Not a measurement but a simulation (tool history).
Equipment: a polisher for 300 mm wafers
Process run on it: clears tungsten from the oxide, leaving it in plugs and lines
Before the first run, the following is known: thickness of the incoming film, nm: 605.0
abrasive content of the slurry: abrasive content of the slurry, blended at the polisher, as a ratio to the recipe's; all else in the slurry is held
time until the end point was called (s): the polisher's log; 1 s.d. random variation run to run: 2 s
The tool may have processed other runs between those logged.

| run | hour | flow of slurry (ml/min) | pressure of the wafer on the pad (kPa) | speed of the pad under the wafer (cm/s) | abrasive content of the slurry | overpolish time after the end point (s) | time until the end point was called (s) |
|---|---|---|---|---|---|---|---|
| 1 | 0 | 320 | 22.1 | 90 | 1 | 25 | 136.44 |
| 2 | 0.7 | 320 | 19.3 | 90 | 1 | 25 | 149.78 |
| 3 | 9.6 | 320 | 19.3 | 90 | 1 | 27 | 156.19 |
| 4 | 16.9 | 320 | 21.4 | 92 | 1 | 27 | 139.17 |
| 5 | 22.6 | 320 | 21.4 | 92 | 1 | 25 | 136.44 |
| 6 | 24.5 | 320 | 21.4 | 112 | 1 | 25 | 124.55 |
| 7 | 25.7 | 320 | 22.1 | 112 | 1 | 25 | 121.7 |

Run 8 is up next; what results do you expect?
| 8 | 26.9 | 320 | 22.8 | 112 | 1 | 25 | ? |

Logged for run 8: time until the end point was called (s) 117.91.
